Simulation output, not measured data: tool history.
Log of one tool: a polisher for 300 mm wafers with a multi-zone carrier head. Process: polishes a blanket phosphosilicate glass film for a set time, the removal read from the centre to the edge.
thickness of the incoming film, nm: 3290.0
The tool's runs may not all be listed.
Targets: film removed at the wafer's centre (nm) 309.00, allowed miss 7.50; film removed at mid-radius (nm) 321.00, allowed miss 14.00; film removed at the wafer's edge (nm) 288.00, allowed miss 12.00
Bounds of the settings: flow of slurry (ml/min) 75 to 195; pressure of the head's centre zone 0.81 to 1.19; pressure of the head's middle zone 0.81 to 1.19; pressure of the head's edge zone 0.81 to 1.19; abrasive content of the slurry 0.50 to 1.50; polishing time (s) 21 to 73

run    day  flow of slurry (ml/min)  pressure of the head's centre zone  pressure of the head's middle zone  pressure of the head's edge zone  abrasive content of the slurry  polishing time (s)  film removed at the wafer's centre (nm)  film removed at mid-radius (nm)  film removed at the wafer's edge (nm)
  1  0.000                      125                                1.00                                1.00                              1.00                            1.00                  47                                   375.70                           379.63                                 376.80
  2  0.100                      120                                1.00                                1.00                              0.97                            0.95                  47                                   366.97                           366.71                                 370.36
  3  0.238                      120                                1.00                                1.00                              0.97                            0.95                  40                                   314.10                           316.12                                 308.16
  4  0.567                      120                                1.07                                1.00                              0.97                            0.95                  40                                   335.10                           313.91                                 311.12
  5  0.675                      115                                1.06                                1.02                              0.95                            0.95                  40                                   329.29                           319.46                                 304.27
  6  0.842                      110                                1.06                                1.03                              0.94                            0.95                  40                                   325.99                           319.90                                 298.16
  7  1.000                      105                                1.06                                1.04                              0.94                            0.95                  40                                   323.84                           321.29                                 295.70
  8  1.217                       85                                1.04                                1.07                              0.93                            0.95                  40                                   294.37                           313.17                                 288.96

Which of these 5 next moves meets every target?
  A  1.433                       90                                1.06                                1.08                              0.89                            0.85                  42                                        ?                                ?                                      ?
  B  1.433                      100                                1.01                                1.19                              0.83                            0.85                  43                                        ?                                ?                                      ?
  C  1.433                      110                                1.12                                0.97                              0.95                            0.80                  40                                        ?                                ?                                      ?
  D  1.433                       75                                1.00                                1.07                              0.93                            1.00                  40                                        ?                                ?                                      ?
  E  1.433                       85                                1.09                                1.01                              0.94                            0.85                  41                                        ?                                ?                                      ?

move  film removed at the wafer's centre (nm)  film removed at mid-radius (nm)  film removed at the wafer's edge (nm)
   A                                   314.18                           312.09                                 291.36
   B                                   315.52                           356.14                                 293.53
   C                                   325.44                           277.37                                 288.61
   D                                   284.17                           299.40                                 292.06
   E                                   310.17                           283.71                                 289.24
A: meets every target
B: brings the result that was furthest off to its target, and leaves another outside
C: takes the result that was furthest off past its target
D: further off than the last run
E: brings the result that was furthest off to its target, and leaves another outside
Answer: A
